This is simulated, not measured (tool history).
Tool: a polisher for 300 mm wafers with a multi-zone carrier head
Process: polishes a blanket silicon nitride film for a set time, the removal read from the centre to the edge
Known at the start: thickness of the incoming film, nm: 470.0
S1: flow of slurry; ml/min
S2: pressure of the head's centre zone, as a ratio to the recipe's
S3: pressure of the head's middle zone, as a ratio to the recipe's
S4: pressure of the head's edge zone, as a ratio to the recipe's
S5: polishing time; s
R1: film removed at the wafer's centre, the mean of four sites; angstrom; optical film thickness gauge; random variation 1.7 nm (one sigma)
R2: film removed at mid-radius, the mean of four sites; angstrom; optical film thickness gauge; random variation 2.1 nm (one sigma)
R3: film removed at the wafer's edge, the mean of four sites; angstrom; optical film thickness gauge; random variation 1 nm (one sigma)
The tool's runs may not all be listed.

{"run": 1, "day": 0.0, "S1": 300, "S2": 1.0, "S3": 1.0, "S4": 1.0, "S5": 48, "R1": 1013.2, "R2": 999.36, "R3": 1000.9}
{"run": 2, "day": 0.038, "S1": 300, "S2": 1.06, "S3": 1.0, "S4": 1.0, "S5": 48, "R1": 1070.1, "R2": 1003.7, "R3": 1009.4}
{"run": 3, "day": 0.296, "S1": 300, "S2": 1.06, "S3": 1.0, "S4": 1.0, "S5": 39, "R1": 862.56, "R2": 810.27, "R3": 815.14}
{"run": 4, "day": 0.442, "S1": 305, "S2": 1.07, "S3": 1.02, "S4": 1.0, "S5": 41, "R1": 923.47, "R2": 873.17, "R3": 855.3}
{"run": 5, "day": 0.779, "S1": 310, "S2": 1.08, "S3": 1.03, "S4": 1.01, "S5": 42, "R1": 965.09, "R2": 888.57, "R3": 880.19}
{"run": 6, "day": 0.838, "S1": 310, "S2": 1.08, "S3": 1.04, "S4": 1.01, "S5": 44, "R1": 993.24, "R2": 952.1, "R3": 927.82}
{"run": 7, "day": 1.104, "S1": 315, "S2": 1.09, "S3": 1.05, "S4": 1.01, "S5": 45, "R1": 1030.0, "R2": 964.7, "R3": 946.7}

The next listed run, before its measurement:
{"run": 8, "day": 1.221, "S1": 315, "S2": 1.1, "S3": 1.06, "S4": 1.0, "S5": 46, "R1": "?", "R2": "?", "R3": "?"}

{"run 8": {"R1": 1074.5, "R2": 983.92, "R3": 951.63}}
